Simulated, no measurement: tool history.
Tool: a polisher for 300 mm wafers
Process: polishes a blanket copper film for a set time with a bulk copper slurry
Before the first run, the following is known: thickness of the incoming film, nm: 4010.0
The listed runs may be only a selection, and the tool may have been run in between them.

run	hour	flow of slurry (ml/min)	pressure of the wafer on the pad (kPa)	speed of the pad under the wafer (cm/s)	abrasive content of the slurry	polishing time (s)	film removed (Å)
1	0	155	20.7	128	1	26	3779.3
2	1.4	155	20.7	128	1.2	26	3912.7
3	7.1	155	20.7	128	1.3	26	3952.3
4	8.1	155	18.6	122	1.3	26	3401.1
5	12.6	155	18.6	122	1.3	23	3000.9
6	18.1	155	18.6	122	1.15	23	2921.2
7	23.6	155	17.2	122	1.15	23	2823.9
8	24.2	155	15.9	120	1.15	23	2469.1
9	26	155	15.2	120	1.15	23	2448.2
10	27.7	155	14.5	120	1.15	23	2272.2
11	31.6	155	13.8	120	1.15	23	2195.8
12	35.1	155	13.1	120	1.15	23	2105.4
13	43.8	150	9.7	118	1.15	23	1512.7
14	51.4	155	9.7	118	1.15	23	1504.7

Predict the results of run 15:
15	55.7	155	10.3	118	1.15	23	?

{"run 15": {"film removed (Å)": 1651.2}}
